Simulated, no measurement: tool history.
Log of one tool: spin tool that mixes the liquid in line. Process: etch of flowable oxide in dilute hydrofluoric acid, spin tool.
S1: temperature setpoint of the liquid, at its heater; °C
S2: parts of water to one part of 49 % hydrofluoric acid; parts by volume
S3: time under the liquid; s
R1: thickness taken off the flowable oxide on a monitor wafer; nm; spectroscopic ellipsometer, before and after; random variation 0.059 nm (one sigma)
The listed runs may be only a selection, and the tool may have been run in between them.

run 1 hour=0.0 | S1=26.0 S2=280 S3=165 | R1=21.210
run 2 hour=5.2 | S1=25.0 S2=290 S3=165 | R1=19.601
run 3 hour=13.4 | S1=25.0 S2=290 S3=175 | R1=20.871
run 4 hour=16.2 | S1=25.0 S2=290 S3=175 | R1=20.914
run 5 hour=23.9 | S1=24.0 S2=300 S3=175 | R1=19.276
run 6 hour=24.7 | S1=23.0 S2=305 S3=175 | R1=18.406
run 7 hour=26.7 | S1=22.5 S2=315 S3=175 | R1=17.425

What will run 8 give?
run 8 hour=29.3 | S1=22.0 S2=325 S3=175 | R1=?

R1: 16.227 nm

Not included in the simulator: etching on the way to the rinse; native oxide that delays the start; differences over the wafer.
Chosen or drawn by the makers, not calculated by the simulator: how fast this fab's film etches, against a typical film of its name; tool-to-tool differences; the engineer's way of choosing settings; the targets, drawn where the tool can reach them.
